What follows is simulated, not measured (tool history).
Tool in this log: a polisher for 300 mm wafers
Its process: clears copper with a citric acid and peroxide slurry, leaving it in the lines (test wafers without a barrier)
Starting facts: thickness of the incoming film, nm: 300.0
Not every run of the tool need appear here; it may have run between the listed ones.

run,hour,flow of slurry (ml/min),pressure of the wafer on the pad (kPa),speed of the pad under the wafer (m/s),abrasive content of the slurry,overpolish time after the end point (s),time until the end point was called (s),dishing of a wide line in a test structure (angstrom)
1,0,140,20,1.42,1,22,84.552,517.63
2,1.2,140,20,1.42,1.15,22,82.136,509.81
3,6.7,140,20,1.1,1.15,22,96.393,441.66
4,13.4,140,20,1.1,1.15,18,97.678,394.57
5,16.4,140,20,1.1,1.15,13,98.661,275.33
6,24,140,20,1.1,1.35,13,95.922,283.39
7,25.4,135,17.9,1.08,1.35,15,103.45,294.71

Estimate the outcome of run 8 from the log above:
8,32.9,130,12.4,0.74,1.3,21,?,?

{"run 8": {"time until the end point was called (s)": 191.84, "dishing of a wide line in a test structure (angstrom)": 241.75}}
